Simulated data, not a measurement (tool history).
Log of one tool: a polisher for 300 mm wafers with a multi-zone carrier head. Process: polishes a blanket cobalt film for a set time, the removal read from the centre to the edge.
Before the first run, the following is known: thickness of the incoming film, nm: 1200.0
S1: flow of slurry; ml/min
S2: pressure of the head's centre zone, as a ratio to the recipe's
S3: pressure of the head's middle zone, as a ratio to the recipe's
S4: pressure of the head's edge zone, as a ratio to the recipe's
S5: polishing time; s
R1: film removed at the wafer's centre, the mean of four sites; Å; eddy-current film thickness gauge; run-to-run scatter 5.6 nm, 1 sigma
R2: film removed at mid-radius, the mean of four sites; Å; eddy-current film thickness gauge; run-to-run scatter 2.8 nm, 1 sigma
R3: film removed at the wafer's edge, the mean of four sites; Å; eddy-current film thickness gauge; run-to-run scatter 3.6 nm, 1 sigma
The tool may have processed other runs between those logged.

run	day	S1	S2	S3	S4	S5	R1	R2	R3
1	0.000	235	1.00	1.00	1.00	81	3313.5	3514.3	3393.1
2	0.146	235	1.00	1.00	1.00	97	4039.4	4241.7	4075.9
3	0.238	235	1.00	1.00	1.04	97	4110.7	4237.1	4159.9
4	0.367	215	1.00	1.00	1.04	97	3833.0	4137.2	4074.2
5	0.638	240	1.00	0.99	1.07	98	4014.1	4286.5	4290.8
6	0.983	265	1.02	0.98	1.09	98	4243.4	4259.4	4334.5
7	1.267	280	1.03	0.98	1.11	99	4402.5	4377.2	4491.1

Forecast run 8:
8	1.629	295	1.04	0.98	1.13	99	?	?	?

{"run 8": {"R1": 4437.8, "R2": 4367.1, "R3": 4624.7}}
